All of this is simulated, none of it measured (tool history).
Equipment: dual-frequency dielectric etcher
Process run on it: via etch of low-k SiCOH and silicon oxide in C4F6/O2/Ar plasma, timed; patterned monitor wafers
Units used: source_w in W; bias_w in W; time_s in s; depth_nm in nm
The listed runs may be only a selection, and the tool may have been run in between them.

run,hour,source_w,bias_w,time_s,depth_nm
1,0.0,430,179,114.5,312.12
2,6.1,460,179,114.5,318.31
3,9.9,520,179,114.5,329.61
4,18.1,520,206,114.5,350.92
5,24.7,460,188,114.5,324.98
# hour 33.2: wet clean of the chamber
6,33.2,530,188,114.5,326.11
7,40.9,470,170,114.5,299.03
8,48.8,440,163,114.5,288.04

The next listed run, before its measurement:
9,53.3,350,153,114.5,?

{"run 9": {"depth_nm": 262.54}}
